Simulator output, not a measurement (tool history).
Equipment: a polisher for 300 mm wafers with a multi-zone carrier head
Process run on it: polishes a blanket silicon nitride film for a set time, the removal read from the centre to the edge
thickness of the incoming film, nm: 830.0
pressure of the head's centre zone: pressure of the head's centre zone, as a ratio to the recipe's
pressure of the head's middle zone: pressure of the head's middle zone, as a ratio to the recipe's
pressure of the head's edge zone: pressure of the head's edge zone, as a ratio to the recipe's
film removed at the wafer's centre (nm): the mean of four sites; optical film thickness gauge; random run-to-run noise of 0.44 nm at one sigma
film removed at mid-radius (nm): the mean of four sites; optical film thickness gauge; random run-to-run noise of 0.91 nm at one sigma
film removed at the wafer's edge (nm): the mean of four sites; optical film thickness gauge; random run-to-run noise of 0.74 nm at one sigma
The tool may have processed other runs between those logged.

run	hour	flow of slurry (ml/min)	pressure of the head's centre zone	pressure of the head's middle zone	pressure of the head's edge zone	polishing time (s)	film removed at the wafer's centre (nm)	film removed at mid-radius (nm)	film removed at the wafer's edge (nm)
1	0	210	1	1	1	38	106.44	107.08	106.94
2	3.3	210	1	1.03	1	38	106.07	109.62	104.97
3	10.4	210	1	1.03	0.94	38	106.75	109.05	104.55
4	12.3	205	0.98	1.04	0.94	35	95.66	102.59	94.465
5	19.6	205	0.91	1.04	0.94	35	88.698	102.07	95.743
6	24.6	200	0.9	1.04	0.93	33	82.347	96.289	89.762

Forecast run 7:
7	27.3	195	0.89	1.04	0.92	31	?	?	?

{"run 7": {"film removed at the wafer's centre (nm)": 76.419, "film removed at mid-radius (nm)": 89.821, "film removed at the wafer's edge (nm)": 83.696}}

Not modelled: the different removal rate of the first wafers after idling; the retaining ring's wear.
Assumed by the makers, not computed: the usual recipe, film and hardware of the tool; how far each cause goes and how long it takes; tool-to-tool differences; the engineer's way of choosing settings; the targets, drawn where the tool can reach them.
